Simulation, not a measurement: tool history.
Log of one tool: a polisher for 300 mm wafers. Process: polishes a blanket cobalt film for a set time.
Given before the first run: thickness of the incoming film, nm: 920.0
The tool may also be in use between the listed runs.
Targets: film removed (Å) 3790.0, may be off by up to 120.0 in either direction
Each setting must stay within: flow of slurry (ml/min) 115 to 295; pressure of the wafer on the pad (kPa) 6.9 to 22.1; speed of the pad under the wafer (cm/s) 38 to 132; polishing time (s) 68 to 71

run  hour  flow of slurry (ml/min)  pressure of the wafer on the pad (kPa)  speed of the pad under the wafer (cm/s)  polishing time (s)  film removed (Å)
  1   0.0                      190                                    14.5                                       84                  68            3254.8
  2   2.4                      190                                    12.4                                       84                  68            2823.7
  3   4.7                      195                                    13.8                                       84                  68            3102.2
  4  12.7                      195                                    13.8                                       84                  71            3245.6
  5  20.1                      195                                    13.8                                       84                  68            3145.2
  6  28.7                      195                                    13.8                                       64                  68            2423.1
  7  35.2                      200                                    15.9                                       64                  68            2741.1
  8  36.3                      200                                    17.2                                       64                  68            3029.7
  9  38.0                      215                                    20.7                                       64                  68            3652.1

Exercise: of the 5 proposed moves below, exactly one satisfies all targets within the stated allowed misses. Which move is it?
  A  39.7                      225                                    20.7                                       62                  68                 ?
  B  39.7                      215                                    21.4                                       56                  71                 ?
  C  39.7                      225                                    22.1                                       54                  71                 ?
  D  39.7                      215                                    21.4                                       66                  68                 ?
  E  39.7                      225                                    22.1                                       56                  68                 ?

move  film removed (Å)
   A            3531.4
   B            3433.8
   C            3441.4
   D            3850.0
   E            3412.5
A: further off than the last run
B: further off than the last run
C: further off than the last run
D: all results land within tolerance of their targets
E: further off than the last run
The move that meets every target is D.
